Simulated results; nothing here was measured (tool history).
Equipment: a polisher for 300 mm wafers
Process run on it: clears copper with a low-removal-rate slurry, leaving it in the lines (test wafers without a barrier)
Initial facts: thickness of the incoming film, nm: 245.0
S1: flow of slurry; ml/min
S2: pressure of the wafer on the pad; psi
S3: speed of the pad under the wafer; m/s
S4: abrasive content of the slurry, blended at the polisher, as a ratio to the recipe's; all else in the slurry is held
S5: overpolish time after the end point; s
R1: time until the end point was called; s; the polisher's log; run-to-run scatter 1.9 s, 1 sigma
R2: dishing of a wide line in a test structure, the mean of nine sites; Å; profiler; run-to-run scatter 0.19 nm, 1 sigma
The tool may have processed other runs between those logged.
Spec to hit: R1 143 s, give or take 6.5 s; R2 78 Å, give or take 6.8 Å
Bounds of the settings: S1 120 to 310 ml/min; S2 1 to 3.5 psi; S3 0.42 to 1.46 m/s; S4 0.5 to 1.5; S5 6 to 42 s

run  hour   S1   S2    S3    S4  S5      R1      R2
  1     0  200  2.2  0.94     1  21  130.81  282.54
  2   7.8  200  1.9     1     1  17  138.49  224.58
  3  16.4  200  1.9   1.2     1  17   116.2  253.12
  4  22.4  200  1.9   1.3     1  17  108.05  269.94
  5  28.7  220  1.9   1.3     1  17   105.4  270.87
  6  36.9  245  1.6  1.32  0.85  14  126.59  192.93
  7  38.4  265  1.5  1.36  0.75  12  132.05  160.35
  8  44.6  280  1.4  1.38   0.7  10  143.48  129.43
  9  51.3  310  1.3  1.46   0.5   6   154.8  68.458

Of the 4 settings listed for the next run, only one would bring every result within its allowed miss of target. Which one?
  A    58  310  1.3  1.28  0.6   8   ?   ?
  B    58  300  1.2  1.46  0.5   7   ?   ?
  C    58  280  1.5  1.44  0.5   6   ?   ?
  D    58  310  1.2  1.38  0.6   7   ?   ?

move      R1      R2
   A  170.16  86.419
   B  170.15  75.977
   C  140.41  79.175
   D  170.55  75.809
A: lands further from the targets than the last run did
B: lands further from the targets than the last run did
C: hits every target within its allowed miss
D: lands further from the targets than the last run did
Answer: C
